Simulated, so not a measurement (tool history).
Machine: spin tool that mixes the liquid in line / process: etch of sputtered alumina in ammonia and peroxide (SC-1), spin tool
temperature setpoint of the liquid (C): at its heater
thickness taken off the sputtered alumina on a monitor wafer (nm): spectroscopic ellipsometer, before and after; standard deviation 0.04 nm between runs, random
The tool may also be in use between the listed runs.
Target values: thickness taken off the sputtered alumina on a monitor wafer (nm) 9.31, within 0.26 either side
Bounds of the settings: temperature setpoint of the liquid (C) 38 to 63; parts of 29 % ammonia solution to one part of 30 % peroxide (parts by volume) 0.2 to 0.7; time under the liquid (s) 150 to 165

run	hour	temperature setpoint of the liquid (C)	parts of 29 % ammonia solution to one part of 30 % peroxide (parts by volume)	time under the liquid (s)	thickness taken off the sputtered alumina on a monitor wafer (nm)
1	0	47	0.4	150	7.5825
2	3.9	40.5	0.4	150	5.2099
3	4.8	40.5	0.4	150	5.188
4	9.3	43.5	0.4	150	6.2006
5	13.1	43.5	0.25	150	5.9039
6	17.8	40	0.25	150	4.8107
7	22.5	42.5	0.25	150	5.597
8	28.5	44.5	0.25	150	6.2355
9	32.7	52.5	0.25	150	9.7713

Consider the 5 candidate settings below. Which is the only one whose results all fall within their allowed miss of target?
A	36.9	50.5	0.25	150	?
B	36.9	51	0.2	150	?
C	36.9	50.5	0.3	165	?
D	36.9	50	0.3	150	?
E	36.9	51.5	0.3	150	?

move	thickness taken off the sputtered alumina on a monitor wafer (nm)
A	8.7475
B	8.801
C	9.7906
D	8.6595
E	9.4003
A: takes the result that was furthest off past its target
B: takes the result that was furthest off past its target
C: no better and no worse than the last run
D: takes the result that was furthest off past its target
E: all results land within tolerance of their targets
E meets every target.
